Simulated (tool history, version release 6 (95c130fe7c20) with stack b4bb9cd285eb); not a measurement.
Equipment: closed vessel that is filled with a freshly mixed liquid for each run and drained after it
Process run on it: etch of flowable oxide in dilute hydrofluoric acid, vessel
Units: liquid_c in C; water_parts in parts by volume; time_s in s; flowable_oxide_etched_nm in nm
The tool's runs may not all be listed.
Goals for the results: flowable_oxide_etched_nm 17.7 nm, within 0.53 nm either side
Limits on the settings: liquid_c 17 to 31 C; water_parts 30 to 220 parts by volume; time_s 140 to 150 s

{"run": 1, "hour": 0.0, "liquid_c": 23, "water_parts": 125, "time_s": 140, "flowable_oxide_etched_nm": 30.169}
{"run": 2, "hour": 6.2, "liquid_c": 23, "water_parts": 85, "time_s": 140, "flowable_oxide_etched_nm": 46.531}
{"run": 3, "hour": 9.3, "liquid_c": 23, "water_parts": 100, "time_s": 140, "flowable_oxide_etched_nm": 37.982}
{"run": 4, "hour": 18.0, "liquid_c": 26.5, "water_parts": 100, "time_s": 140, "flowable_oxide_etched_nm": 44.315}
{"run": 5, "hour": 25.2, "liquid_c": 26.5, "water_parts": 100, "time_s": 150, "flowable_oxide_etched_nm": 47.905}
{"run": 6, "hour": 29.5, "liquid_c": 25.5, "water_parts": 110, "time_s": 150, "flowable_oxide_etched_nm": 40.712}
{"run": 7, "hour": 36.9, "liquid_c": 24.5, "water_parts": 120, "time_s": 150, "flowable_oxide_etched_nm": 35.769}
{"run": 8, "hour": 44.8, "liquid_c": 20.5, "water_parts": 170, "time_s": 150, "flowable_oxide_etched_nm": 20.262}
{"run": 9, "hour": 47.4, "liquid_c": 20, "water_parts": 170, "time_s": 150, "flowable_oxide_etched_nm": 19.926}
{"run": 10, "hour": 48.8, "liquid_c": 19.5, "water_parts": 170, "time_s": 150, "flowable_oxide_etched_nm": 19.563}
{"hour": 53.4, "done": "thermometer replaced"}
{"run": 11, "hour": 53.4, "liquid_c": 19, "water_parts": 170, "time_s": 150, "flowable_oxide_etched_nm": 19.989}
{"run": 12, "hour": 60.1, "liquid_c": 18.5, "water_parts": 175, "time_s": 150, "flowable_oxide_etched_nm": 18.675}

Pick the move, out of 4, that brings all results within their allowed miss; only one does.
{"run": "A", "hour": 66.8, "liquid_c": 17, "water_parts": 160, "time_s": 150, "flowable_oxide_etched_nm": "?"}
{"run": "B", "hour": 66.8, "liquid_c": 21, "water_parts": 195, "time_s": 145, "flowable_oxide_etched_nm": "?"}
{"run": "C", "hour": 66.8, "liquid_c": 17, "water_parts": 190, "time_s": 150, "flowable_oxide_etched_nm": "?"}
{"run": "D", "hour": 66.8, "liquid_c": 21.5, "water_parts": 185, "time_s": 140, "flowable_oxide_etched_nm": "?"}

move=A flowable_oxide_etched_nm=19.735
move=B flowable_oxide_etched_nm=17.715
move=C flowable_oxide_etched_nm=16.156
move=D flowable_oxide_etched_nm=18.566
A: lands further from the targets than the last run did
B: every result within its allowed miss
C: the result that was furthest off in the last run now lies on the other side of its target
D: an improvement on the last run, though not all results are within tolerance
Answer: B
